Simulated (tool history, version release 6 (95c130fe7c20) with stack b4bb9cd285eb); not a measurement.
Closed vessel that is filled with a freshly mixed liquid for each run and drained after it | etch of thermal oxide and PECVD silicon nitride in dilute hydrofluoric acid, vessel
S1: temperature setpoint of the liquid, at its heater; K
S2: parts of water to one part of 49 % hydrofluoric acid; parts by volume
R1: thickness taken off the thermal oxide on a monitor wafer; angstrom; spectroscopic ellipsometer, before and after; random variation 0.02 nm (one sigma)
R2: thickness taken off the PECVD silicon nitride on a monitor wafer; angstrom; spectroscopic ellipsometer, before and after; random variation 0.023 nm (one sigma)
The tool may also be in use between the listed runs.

{"run": 1, "hour": 0.0, "S1": 297.15, "S2": 175, "time in the liquid (s)": 455, "R1": 100.77, "R2": 80.2}
{"run": 2, "hour": 0.7, "S1": 297.15, "S2": 175, "time in the liquid (s)": 355, "R1": 78.449, "R2": 62.394}
{"run": 3, "hour": 5.8, "S1": 293.65, "S2": 175, "time in the liquid (s)": 355, "R1": 68.442, "R2": 49.192}
{"run": 4, "hour": 13.4, "S1": 293.65, "S2": 175, "time in the liquid (s)": 195, "R1": 37.999, "R2": 27.253}
{"run": 5, "hour": 14.6, "S1": 293.65, "S2": 235, "time in the liquid (s)": 195, "R1": 26.646, "R2": 20.432}
{"run": 6, "hour": 22.4, "S1": 293.65, "S2": 235, "time in the liquid (s)": 390, "R1": 52.726, "R2": 41.2}
{"run": 7, "hour": 25.5, "S1": 290.65, "S2": 300, "time in the liquid (s)": 395, "R1": 35.577, "R2": 27.117}
{"run": 8, "hour": 32.0, "S1": 290.65, "S2": 300, "time in the liquid (s)": 395, "R1": 35.248, "R2": 27.017}

Run 9 comes next. What will it give?
{"run": 9, "hour": 33.4, "S1": 290.65, "S2": 305, "time in the liquid (s)": 395, "R1": "?", "R2": "?"}

{"run 9": {"R1": 34.755, "R2": 26.424}}

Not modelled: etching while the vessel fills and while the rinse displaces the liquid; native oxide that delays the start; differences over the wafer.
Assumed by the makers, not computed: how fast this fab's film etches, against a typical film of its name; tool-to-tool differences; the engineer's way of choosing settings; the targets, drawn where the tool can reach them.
